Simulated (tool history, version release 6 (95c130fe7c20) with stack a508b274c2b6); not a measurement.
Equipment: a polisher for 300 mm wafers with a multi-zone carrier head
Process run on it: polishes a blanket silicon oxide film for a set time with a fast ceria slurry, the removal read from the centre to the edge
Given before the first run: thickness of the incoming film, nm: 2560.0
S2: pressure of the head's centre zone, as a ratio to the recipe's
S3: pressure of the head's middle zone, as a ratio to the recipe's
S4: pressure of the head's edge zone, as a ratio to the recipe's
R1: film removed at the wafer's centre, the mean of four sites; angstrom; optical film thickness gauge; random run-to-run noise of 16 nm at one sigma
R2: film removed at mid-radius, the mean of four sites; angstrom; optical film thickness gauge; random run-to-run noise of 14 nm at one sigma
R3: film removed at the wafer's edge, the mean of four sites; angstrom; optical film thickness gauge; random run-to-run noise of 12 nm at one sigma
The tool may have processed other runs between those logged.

Run 1, hour 0: flow of slurry (ml/min) 255, S2 1, S3 1, S4 1, polishing time (s) 51. Result: R1 8592 angstrom, R2 8542.7 angstrom, R3 8497.9 angstrom.
Run 2, hour 4.9: flow of slurry (ml/min) 260, S2 1.01, S3 1.01, S4 1.04, polishing time (s) 55. Result: R1 9211.9 angstrom, R2 9194.9 angstrom, R3 9389.1 angstrom.
Run 3, hour 5.8: flow of slurry (ml/min) 265, S2 1.03, S3 1.03, S4 1.06, polishing time (s) 58. Result: R1 10009 angstrom, R2 9743.8 angstrom, R3 9964.6 angstrom.
Run 4, hour 8.2: flow of slurry (ml/min) 270, S2 1.03, S3 1.04, S4 1.08, polishing time (s) 61. Result: R1 10602 angstrom, R2 10700 angstrom, R3 10547 angstrom.
Run 5, hour 9.4: flow of slurry (ml/min) 230, S2 1.03, S3 1.04, S4 1.08, polishing time (s) 61. Result: R1 9977.7 angstrom, R2 10598 angstrom, R3 10398 angstrom.
Run 6, hour 16.7: flow of slurry (ml/min) 230, S2 1.03, S3 1.11, S4 1.08, polishing time (s) 61. Result: R1 10440 angstrom, R2 10981 angstrom, R3 10680 angstrom.
Run 7, hour 20.5: flow of slurry (ml/min) 260, S2 1.03, S3 1.09, S4 1.11, polishing time (s) 62. Result: R1 11042 angstrom, R2 11159 angstrom, R3 11019 angstrom.

Forecast run 8:
Run 8, hour 22.3: flow of slurry (ml/min) 240, S2 1.01, S3 1.05, S4 1.18, polishing time (s) 67. Result: R1 ?, R2 ?, R3 ?.

R1: 11112 angstrom
R2: 11464 angstrom
R3: 12251 angstrom

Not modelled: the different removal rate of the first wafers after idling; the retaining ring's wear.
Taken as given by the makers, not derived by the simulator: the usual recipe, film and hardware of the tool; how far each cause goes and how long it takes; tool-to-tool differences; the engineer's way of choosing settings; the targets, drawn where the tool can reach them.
